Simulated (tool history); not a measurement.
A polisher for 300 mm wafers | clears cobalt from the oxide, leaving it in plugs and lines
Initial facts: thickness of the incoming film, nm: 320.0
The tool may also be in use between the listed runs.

run,day,flow of slurry (ml/min),pressure of the wafer on the pad (psi),speed of the pad under the wafer (m/s),overpolish time after the end point (s),time until the end point was called (s),dishing of a wide line in a test structure (angstrom)
1,0.000,310,2.2,0.90,21,72.156,411.92
2,0.154,310,2.1,0.90,19,73.144,391.58
3,0.317,240,2.1,0.90,19,76.068,384.62
4,0.467,240,2.0,0.90,18,78.362,366.97
5,0.775,240,2.0,0.90,25,79.408,415.98
6,0.996,185,2.0,0.90,25,86.986,426.87

Expected results for the next run?
7,1.200,190,1.9,0.90,23,?,?

time until the end point was called (s): 86.416
dishing of a wide line in a test structure (angstrom): 418.88
